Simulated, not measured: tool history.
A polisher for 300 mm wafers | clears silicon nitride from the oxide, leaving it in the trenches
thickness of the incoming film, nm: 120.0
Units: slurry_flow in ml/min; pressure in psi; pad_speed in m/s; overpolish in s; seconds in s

{"run": 1, "day": 0.0, "slurry_flow": 160, "pressure": 3.2, "pad_speed": 1, "overpolish": 7, "seconds": 143.36}
{"run": 2, "day": 0.267, "slurry_flow": 160, "pressure": 3.2, "pad_speed": 1, "overpolish": 7, "seconds": 142.24}
{"run": 3, "day": 0.4, "slurry_flow": 160, "pressure": 3.2, "pad_speed": 0.88, "overpolish": 7, "seconds": 162.96}
{"run": 4, "day": 0.529, "slurry_flow": 140, "pressure": 3.2, "pad_speed": 0.88, "overpolish": 7, "seconds": 165.83}
{"run": 5, "day": 0.579, "slurry_flow": 140, "pressure": 3.4, "pad_speed": 0.88, "overpolish": 7, "seconds": 154.68}
{"run": 6, "day": 0.888, "slurry_flow": 140, "pressure": 3.4, "pad_speed": 1.06, "overpolish": 7, "seconds": 127.04}
{"run": 7, "day": 1.175, "slurry_flow": 140, "pressure": 3.5, "pad_speed": 1.06, "overpolish": 7, "seconds": 130.16}

The next listed run, before its measurement:
{"day": 1.454, "done": "slurry nozzle cleaned"}
{"run": 8, "day": 1.454, "slurry_flow": 140, "pressure": 3.6, "pad_speed": 1.06, "overpolish": 7, "seconds": "?"}

Run 8 gave seconds 116.99 s.
